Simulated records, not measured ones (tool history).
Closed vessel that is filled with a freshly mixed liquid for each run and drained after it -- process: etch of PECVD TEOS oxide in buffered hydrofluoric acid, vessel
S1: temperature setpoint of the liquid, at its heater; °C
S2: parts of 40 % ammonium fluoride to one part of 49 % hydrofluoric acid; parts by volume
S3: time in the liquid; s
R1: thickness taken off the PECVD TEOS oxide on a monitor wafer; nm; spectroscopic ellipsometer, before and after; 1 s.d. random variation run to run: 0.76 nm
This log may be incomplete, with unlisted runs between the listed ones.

run 1 hour=0.0 | S1=23.0 S2=13.5 S3=95 | R1=280.75
run 2 hour=4.4 | S1=21.0 S2=14.0 S3=95 | R1=245.31
run 3 hour=11.3 | S1=21.0 S2=14.0 S3=100 | R1=255.68
run 4 hour=17.3 | S1=24.0 S2=14.0 S3=100 | R1=304.41
run 5 hour=21.7 | S1=25.0 S2=14.0 S3=100 | R1=321.44
run 6 hour=23.2 | S1=22.5 S2=14.5 S3=100 | R1=269.57
run 7 hour=32.1 | S1=18.5 S2=15.5 S3=100 | R1=201.77

Run 8 has not been measured yet. What should we expect?
run 8 hour=33.2 | S1=18.0 S2=15.5 S3=100 | R1=?

Run 8 measured R1 197.02 nm.

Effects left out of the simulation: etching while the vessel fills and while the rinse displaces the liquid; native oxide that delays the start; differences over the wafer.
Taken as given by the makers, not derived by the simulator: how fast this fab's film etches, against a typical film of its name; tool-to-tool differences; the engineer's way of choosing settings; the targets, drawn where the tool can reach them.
